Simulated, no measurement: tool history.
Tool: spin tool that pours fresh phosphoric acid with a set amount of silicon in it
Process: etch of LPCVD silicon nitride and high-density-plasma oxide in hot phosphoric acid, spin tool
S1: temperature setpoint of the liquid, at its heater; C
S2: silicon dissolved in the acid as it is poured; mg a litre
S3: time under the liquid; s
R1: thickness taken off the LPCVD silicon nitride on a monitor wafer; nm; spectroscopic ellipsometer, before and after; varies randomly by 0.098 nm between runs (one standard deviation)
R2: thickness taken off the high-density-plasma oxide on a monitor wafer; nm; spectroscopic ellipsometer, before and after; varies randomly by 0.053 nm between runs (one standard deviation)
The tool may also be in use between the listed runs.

run 1 day=0.000 | S1=160.0 S2=9.0 S3=180 | R1=15.832 R2=0.80404
run 2 day=0.204 | S1=158.5 S2=9.0 S3=180 | R1=14.997 R2=0.80995
run 3 day=0.367 | S1=159.0 S2=7.5 S3=185 | R1=15.760 R2=0.84088
run 4 day=0.433 | S1=159.0 S2=3.5 S3=185 | R1=15.717 R2=0.89522
run 5 day=0.542 | S1=159.5 S2=3.0 S3=185 | R1=16.053 R2=0.98300
run 6 day=0.779 | S1=159.5 S2=0.5 S3=185 | R1=16.124 R2=1.08680
run 7 day=1.138 | S1=160.0 S2=1.0 S3=185 | R1=16.258 R2=1.01570

The next listed run, before its measurement:
run 8 day=1.462 | S1=160.5 S2=1.0 S3=185 | R1=? R2=?

{"run 8": {"R1": 16.505, "R2": 1.0802}}

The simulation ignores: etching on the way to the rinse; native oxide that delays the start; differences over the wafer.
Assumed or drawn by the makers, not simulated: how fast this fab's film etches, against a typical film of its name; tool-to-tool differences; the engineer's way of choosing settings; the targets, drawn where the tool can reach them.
